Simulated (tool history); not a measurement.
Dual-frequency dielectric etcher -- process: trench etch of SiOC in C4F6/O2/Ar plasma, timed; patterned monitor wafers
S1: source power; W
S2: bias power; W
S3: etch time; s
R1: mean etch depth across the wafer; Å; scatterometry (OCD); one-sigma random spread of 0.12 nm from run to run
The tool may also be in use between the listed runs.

run,day,S1,S2,S3,R1
1,0,340,194,11.5,239.87
2,0.333,320,191,11.5,232.16
3,0.538,320,174,11.5,229.35
4,0.617,280,174,11.5,214.76
5,0.792,330,174,11.5,231.08
6,0.917,380,174,11.5,241.18
7,1.046,360,170,11.5,234.99

Estimate the outcome of run 8 from the log above:
# day 1.096: wet clean of the chamber
8,1.096,360,170,11.5,?

Run 8 produced R1 229.98 Å.
